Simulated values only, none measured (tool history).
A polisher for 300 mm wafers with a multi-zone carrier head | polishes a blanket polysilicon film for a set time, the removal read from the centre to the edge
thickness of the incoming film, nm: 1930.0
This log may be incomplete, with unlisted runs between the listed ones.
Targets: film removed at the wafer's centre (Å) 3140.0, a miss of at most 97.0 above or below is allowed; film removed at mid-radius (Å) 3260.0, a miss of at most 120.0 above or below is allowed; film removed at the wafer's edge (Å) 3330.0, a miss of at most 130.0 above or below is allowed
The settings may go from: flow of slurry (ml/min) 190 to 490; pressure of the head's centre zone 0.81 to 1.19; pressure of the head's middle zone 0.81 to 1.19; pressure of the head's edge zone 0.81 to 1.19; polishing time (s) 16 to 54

run	day	flow of slurry (ml/min)	pressure of the head's centre zone	pressure of the head's middle zone	pressure of the head's edge zone	polishing time (s)	film removed at the wafer's centre (Å)	film removed at mid-radius (Å)	film removed at the wafer's edge (Å)
1	0.000	315	1.00	1.00	1.00	35	2395.0	2401.6	2311.5
2	0.071	315	1.00	1.01	1.04	38	2587.0	2571.1	2554.6
3	0.338	315	1.07	1.01	1.04	38	2734.6	2568.2	2529.5
4	0.558	315	1.07	1.01	0.97	38	2759.0	2551.2	2434.1
5	0.929	315	1.14	1.01	0.97	38	2915.2	2598.5	2498.2
6	1.229	315	1.14	1.01	0.97	43	3277.5	2943.3	2803.7
7	1.521	315	1.10	1.02	1.03	44	3229.5	3034.4	2952.6
8	1.575	315	1.08	1.03	1.07	45	3300.1	3146.7	3041.0
9	1.904	310	1.04	1.02	1.09	46	3214.7	3136.3	3099.7
10	2.179	315	1.02	1.02	1.12	47	3242.2	3253.9	3208.5

5 candidate next runs follow, results not yet known. Just one meets every target within its allowed miss. Identify it.
A	2.454	250	0.99	1.04	1.19	48	?	?	?
B	2.454	345	0.98	1.06	1.09	45	?	?	?
C	2.454	335	1.00	0.96	1.19	49	?	?	?
D	2.454	250	1.07	1.03	1.13	48	?	?	?
E	2.454	295	1.03	0.95	1.04	48	?	?	?

move	film removed at the wafer's centre (Å)	film removed at mid-radius (Å)	film removed at the wafer's edge (Å)
A	3078.0	3300.2	3350.1
B	2967.0	3254.2	3117.3
C	3285.2	3249.4	3506.3
D	3328.4	3272.1	3285.0
E	3269.8	3116.3	3236.4
A: every result lands within tolerance
B: the result that was furthest off in the last run now lies on the other side of its target
C: the biggest miss grows against the last run
D: the biggest miss grows against the last run
E: the biggest miss grows against the last run
A meets every target.
